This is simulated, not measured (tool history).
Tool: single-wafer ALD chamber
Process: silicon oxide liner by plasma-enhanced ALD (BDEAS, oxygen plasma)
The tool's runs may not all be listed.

| run | hour | heater temperature setpoint (°C) | number of ALD cycles (cycles) | mean film thickness on the monitor wafer (angstrom) |
|---|---|---|---|---|
| 1 | 0 | 315 | 60 | 54.761 |
| 2 | 8.7 | 315 | 51 | 46.761 |
| 3 | 12.4 | 320 | 51 | 46.126 |
| 4 | 18.7 | 319 | 53 | 48.135 |
| 5 | 23.7 | 309 | 53 | 48.921 |
| 6 | 30 | 317 | 53 | 48.531 |
| 7 | 33.4 | 317 | 55 | 50.009 |
| 8 | 39.8 | 314 | 65 | 59.502 |
| 9 | 43.2 | 314 | 66 | 60.18 |
| 10 | 48.4 | 314 | 67 | 61.268 |

Run 11 comes next. What will it give?
| 11 | 52.3 | 314 | 68 | ? |

Logged for run 11: mean film thickness on the monitor wafer (angstrom) 62.44.
